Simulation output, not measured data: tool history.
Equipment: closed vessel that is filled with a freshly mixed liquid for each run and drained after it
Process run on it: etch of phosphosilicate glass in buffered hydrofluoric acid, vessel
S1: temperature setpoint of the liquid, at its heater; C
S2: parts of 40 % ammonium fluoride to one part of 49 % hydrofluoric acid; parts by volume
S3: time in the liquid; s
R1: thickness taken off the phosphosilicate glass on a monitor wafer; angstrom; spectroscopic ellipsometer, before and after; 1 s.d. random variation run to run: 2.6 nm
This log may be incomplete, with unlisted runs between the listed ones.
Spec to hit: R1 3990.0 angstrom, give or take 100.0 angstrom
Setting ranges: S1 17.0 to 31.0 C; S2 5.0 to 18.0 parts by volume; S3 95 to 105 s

run    day    S1    S2   S3      R1
  1  0.000  23.0  11.0   95  2284.5
  2  0.146  25.5  11.0   95  2637.4
  3  0.354  25.5  12.5   95  2332.0
  4  0.521  25.5  12.5  105  2592.8
  5  0.625  25.5  12.5   95  2338.3
  6  0.867  25.5  12.5  105  2585.5
  7  0.967  29.5  10.5  105  3744.9
  8  1.200  30.0  10.5  105  3852.5
     1.362  -- hydrofluoric acid flow meter replaced
  9  1.362  30.5  10.5  105  4300.4
 10  1.717  30.0  10.5  105  4166.7

Consider the 4 candidate settings below. Which is the only one whose results all fall within their allowed miss of target?
  A  2.071  30.0  10.0  105   ?
  B  2.071  29.0  10.0  100   ?
  C  2.071  27.0   8.5  105   ?
  D  2.071  30.5   9.5  100   ?

move      R1
   A  4417.7
   B  3991.8
   C  4284.5
   D  4460.4
A: the biggest miss grows against the last run
B: all results land within tolerance of their targets
C: the biggest miss grows against the last run
D: the biggest miss grows against the last run
Answer: B

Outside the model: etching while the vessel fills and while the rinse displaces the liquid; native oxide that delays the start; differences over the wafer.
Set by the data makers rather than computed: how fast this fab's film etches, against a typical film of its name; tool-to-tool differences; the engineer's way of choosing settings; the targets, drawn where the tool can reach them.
